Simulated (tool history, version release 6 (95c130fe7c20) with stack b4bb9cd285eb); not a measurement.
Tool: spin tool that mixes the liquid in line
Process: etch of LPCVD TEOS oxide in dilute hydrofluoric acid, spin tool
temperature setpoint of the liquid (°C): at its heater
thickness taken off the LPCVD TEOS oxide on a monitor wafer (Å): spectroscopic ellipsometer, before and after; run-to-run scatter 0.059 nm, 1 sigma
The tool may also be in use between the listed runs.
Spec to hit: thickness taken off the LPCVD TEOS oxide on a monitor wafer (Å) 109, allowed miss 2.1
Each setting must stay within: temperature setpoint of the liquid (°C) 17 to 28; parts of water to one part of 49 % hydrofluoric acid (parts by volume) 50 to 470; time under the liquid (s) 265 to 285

| run | day | temperature setpoint of the liquid (°C) | parts of water to one part of 49 % hydrofluoric acid (parts by volume) | time under the liquid (s) | thickness taken off the LPCVD TEOS oxide on a monitor wafer (Å) |
|---|---|---|---|---|---|
| 1 | 0 | 20 | 260 | 265 | 128.55 |
| 2 | 0.158 | 19 | 265 | 265 | 120.02 |
| 3 | 0.346 | 19 | 185 | 265 | 185.72 |
| 4 | 0.6 | 19 | 185 | 265 | 185.84 |
| 5 | 0.688 | 18.5 | 215 | 265 | 152.94 |
| 6 | 1.054 | 20 | 215 | 265 | 161.52 |
| 7 | 1.092 | 19 | 235 | 265 | 138.91 |
| 8 | 1.233 | 18.5 | 245 | 265 | 130.8 |
| 9 | 1.321 | 18 | 255 | 265 | 121.51 |
| 10 | 1.625 | 17.5 | 260 | 265 | 115.25 |
| 11 | 1.771 | 17 | 265 | 265 | 111.33 |

Which single option among these 4 for the next run brings every result within its allowed miss of target? Just one does.
| A | 1.917 | 17 | 275 | 270 | ? |
| B | 1.917 | 17.5 | 265 | 265 | ? |
| C | 1.917 | 17 | 260 | 265 | ? |
| D | 1.917 | 18.5 | 275 | 270 | ? |

| move | thickness taken off the LPCVD TEOS oxide on a monitor wafer (Å) |
|---|---|
| A | 108.5 |
| B | 113.62 |
| C | 114.09 |
| D | 114.87 |
A: all results land within tolerance of their targets
B: lands further from the targets than the last run did
C: lands further from the targets than the last run did
D: lands further from the targets than the last run did
The move that meets every target is A.

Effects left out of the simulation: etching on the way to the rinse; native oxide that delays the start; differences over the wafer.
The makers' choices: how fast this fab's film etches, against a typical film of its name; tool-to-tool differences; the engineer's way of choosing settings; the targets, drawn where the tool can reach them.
